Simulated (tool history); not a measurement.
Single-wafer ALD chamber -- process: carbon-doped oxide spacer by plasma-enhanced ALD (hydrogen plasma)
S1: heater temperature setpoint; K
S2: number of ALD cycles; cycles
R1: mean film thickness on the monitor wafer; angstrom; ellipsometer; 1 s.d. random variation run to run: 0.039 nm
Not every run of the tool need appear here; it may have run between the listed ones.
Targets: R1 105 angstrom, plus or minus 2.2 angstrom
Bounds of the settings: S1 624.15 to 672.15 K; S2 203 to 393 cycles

run	hour	S1	S2	R1
1	0	648.15	298	138.12
2	5	648.15	274	126.98
3	9.4	643.15	274	127.65
4	13.7	643.15	313	145.3
5	18.7	643.15	285	131.68
6	21.1	643.15	254	117.51
7	24.1	643.15	245	113.67
8	31.1	643.15	239	110.66
9	38.3	643.15	239	110.71
10	42.5	643.15	235	108.51
11	47.2	643.15	232	108
12	55.5	643.15	232	107.55

Which single option among these 5 for the next run brings every result within its allowed miss of target? Just one does.
A	63.8	645.15	234	?
B	63.8	652.15	235	?
C	63.8	650.15	226	?
D	63.8	651.15	235	?
E	63.8	639.15	245	?

move	R1
A	108.47
B	108.93
C	104.76
D	108.93
E	113.57
A: lands further from the targets than the last run did
B: lands further from the targets than the last run did
C: all results land within tolerance of their targets
D: lands further from the targets than the last run did
E: lands further from the targets than the last run did
C is the move that brings every result within its allowed miss.
